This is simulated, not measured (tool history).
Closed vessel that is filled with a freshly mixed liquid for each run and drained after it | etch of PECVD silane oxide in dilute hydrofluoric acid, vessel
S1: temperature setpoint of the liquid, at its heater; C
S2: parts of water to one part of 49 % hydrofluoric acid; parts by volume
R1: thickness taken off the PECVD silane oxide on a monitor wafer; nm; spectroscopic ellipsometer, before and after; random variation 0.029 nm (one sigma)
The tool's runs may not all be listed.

{"run": 1, "hour": 0.0, "S1": 24.0, "S2": 180, "time in the liquid (s)": 30, "R1": 4.8586}
{"run": 2, "hour": 1.3, "S1": 24.0, "S2": 180, "time in the liquid (s)": 30, "R1": 4.8586}
{"run": 3, "hour": 2.1, "S1": 25.5, "S2": 180, "time in the liquid (s)": 30, "R1": 5.0971}
{"run": 4, "hour": 6.4, "S1": 25.5, "S2": 180, "time in the liquid (s)": 30, "R1": 5.1241}
{"run": 5, "hour": 13.0, "S1": 26.5, "S2": 175, "time in the liquid (s)": 30, "R1": 5.5177}
{"run": 6, "hour": 20.4, "S1": 27.0, "S2": 170, "time in the liquid (s)": 30, "R1": 5.8208}
{"run": 7, "hour": 22.8, "S1": 27.5, "S2": 170, "time in the liquid (s)": 30, "R1": 5.8987}
{"run": 8, "hour": 30.4, "S1": 28.0, "S2": 165, "time in the liquid (s)": 30, "R1": 6.2398}
{"run": 9, "hour": 34.6, "S1": 28.5, "S2": 165, "time in the liquid (s)": 30, "R1": 6.3917}
{"run": 10, "hour": 42.0, "S1": 29.0, "S2": 165, "time in the liquid (s)": 30, "R1": 6.4608}
{"run": 11, "hour": 46.2, "S1": 32.0, "S2": 145, "time in the liquid (s)": 30, "R1": 8.4042}
{"run": 12, "hour": 47.4, "S1": 31.5, "S2": 145, "time in the liquid (s)": 30, "R1": 8.23}

Forecast run 13:
{"run": 13, "hour": 54.2, "S1": 31.0, "S2": 145, "time in the liquid (s)": 30, "R1": "?"}

R1: 8.1436 nm

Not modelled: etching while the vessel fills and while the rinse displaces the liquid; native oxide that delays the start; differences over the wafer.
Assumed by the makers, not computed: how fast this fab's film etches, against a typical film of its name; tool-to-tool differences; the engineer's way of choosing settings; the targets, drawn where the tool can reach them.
